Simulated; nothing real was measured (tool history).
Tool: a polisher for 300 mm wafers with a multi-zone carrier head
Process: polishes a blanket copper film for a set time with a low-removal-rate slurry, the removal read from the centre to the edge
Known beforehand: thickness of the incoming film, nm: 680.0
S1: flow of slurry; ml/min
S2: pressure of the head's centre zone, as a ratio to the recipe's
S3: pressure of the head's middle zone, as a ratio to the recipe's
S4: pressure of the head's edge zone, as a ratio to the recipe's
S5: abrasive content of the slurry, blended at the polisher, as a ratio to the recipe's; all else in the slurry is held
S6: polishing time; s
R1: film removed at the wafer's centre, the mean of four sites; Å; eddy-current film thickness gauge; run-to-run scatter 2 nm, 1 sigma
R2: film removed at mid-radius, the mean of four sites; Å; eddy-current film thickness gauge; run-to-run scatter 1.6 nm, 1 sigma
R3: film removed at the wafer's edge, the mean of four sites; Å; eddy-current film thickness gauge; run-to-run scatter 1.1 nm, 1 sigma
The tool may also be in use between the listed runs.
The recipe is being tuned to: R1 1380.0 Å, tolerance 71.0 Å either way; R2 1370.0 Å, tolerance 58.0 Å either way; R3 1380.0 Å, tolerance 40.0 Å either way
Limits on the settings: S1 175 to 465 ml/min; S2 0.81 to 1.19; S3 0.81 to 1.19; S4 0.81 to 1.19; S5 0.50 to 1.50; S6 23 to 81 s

| run | day | S1 | S2 | S3 | S4 | S5 | S6 | R1 | R2 | R3 |
|---|---|---|---|---|---|---|---|---|---|---|
| 1 | 0.000 | 295 | 1.00 | 1.00 | 1.00 | 1.00 | 52 | 2188.5 | 2191.1 | 2141.0 |
| 2 | 0.358 | 295 | 1.00 | 1.00 | 0.95 | 1.00 | 52 | 2188.8 | 2148.8 | 2061.2 |
| 3 | 0.450 | 295 | 1.00 | 1.00 | 0.95 | 0.85 | 52 | 2093.0 | 2082.6 | 2003.6 |
| 4 | 0.796 | 365 | 1.00 | 1.00 | 0.95 | 0.85 | 52 | 2157.9 | 2135.5 | 2008.3 |
| 5 | 0.938 | 365 | 1.00 | 1.00 | 0.92 | 0.85 | 52 | 2101.5 | 2119.7 | 1974.9 |
| 6 | 1.183 | 360 | 0.98 | 0.97 | 0.91 | 0.75 | 48 | 1876.3 | 1865.5 | 1773.5 |
| 7 | 1.458 | 330 | 0.88 | 0.87 | 0.84 | 0.50 | 38 | 1205.1 | 1217.1 | 1239.0 |
| 8 | 1.817 | 335 | 0.90 | 0.89 | 0.87 | 0.55 | 38 | 1303.7 | 1267.3 | 1269.2 |
| 9 | 2.079 | 335 | 0.89 | 0.90 | 0.89 | 0.60 | 38 | 1262.9 | 1294.8 | 1332.6 |
| 10 | 2.288 | 335 | 0.89 | 0.90 | 0.89 | 0.60 | 38 | 1280.7 | 1286.2 | 1324.8 |
| 11 | 2.479 | 340 | 0.90 | 0.91 | 0.90 | 0.60 | 38 | 1293.2 | 1314.0 | 1334.8 |
| 12 | 2.754 | 345 | 0.91 | 0.91 | 0.91 | 0.60 | 38 | 1305.8 | 1302.1 | 1326.0 |
| 13 | 3.129 | 350 | 0.93 | 0.94 | 0.94 | 0.75 | 39 | 1442.9 | 1455.5 | 1455.1 |
| 14 | 3.175 | 350 | 0.93 | 0.93 | 0.92 | 0.75 | 39 | 1456.3 | 1415.1 | 1445.8 |
| 15 | 3.371 | 350 | 0.92 | 0.93 | 0.91 | 0.75 | 39 | 1422.3 | 1478.4 | 1446.7 |
| 16 | 3.400 | 340 | 0.92 | 0.92 | 0.90 | 0.75 | 39 | 1446.1 | 1415.1 | 1451.1 |

5 candidate next runs follow, results not yet known. Just one meets every target within its allowed miss. Identify it.
| A | 3.429 | 365 | 0.94 | 0.92 | 0.88 | 0.75 | 40 | ? | ? | ? |
| B | 3.429 | 235 | 0.90 | 0.88 | 0.81 | 0.80 | 39 | ? | ? | ? |
| C | 3.429 | 465 | 0.84 | 0.94 | 0.84 | 0.60 | 42 | ? | ? | ? |
| D | 3.429 | 295 | 0.96 | 0.83 | 0.88 | 0.90 | 41 | ? | ? | ? |
| E | 3.429 | 340 | 1.02 | 0.88 | 0.85 | 0.70 | 39 | ? | ? | ? |

| move | R1 | R2 | R3 |
|---|---|---|---|
| A | 1505.9 | 1454.8 | 1484.7 |
| B | 1372.9 | 1338.8 | 1384.3 |
| C | 1374.1 | 1504.2 | 1473.7 |
| D | 1611.2 | 1404.0 | 1567.9 |
| E | 1555.4 | 1338.9 | 1401.2 |
A: moves away from the targets compared with the last run
B: each result inside its tolerance
C: moves away from the targets compared with the last run
D: moves away from the targets compared with the last run
E: brings the result that was furthest off to its target, and leaves another outside
The move that meets every target is B.

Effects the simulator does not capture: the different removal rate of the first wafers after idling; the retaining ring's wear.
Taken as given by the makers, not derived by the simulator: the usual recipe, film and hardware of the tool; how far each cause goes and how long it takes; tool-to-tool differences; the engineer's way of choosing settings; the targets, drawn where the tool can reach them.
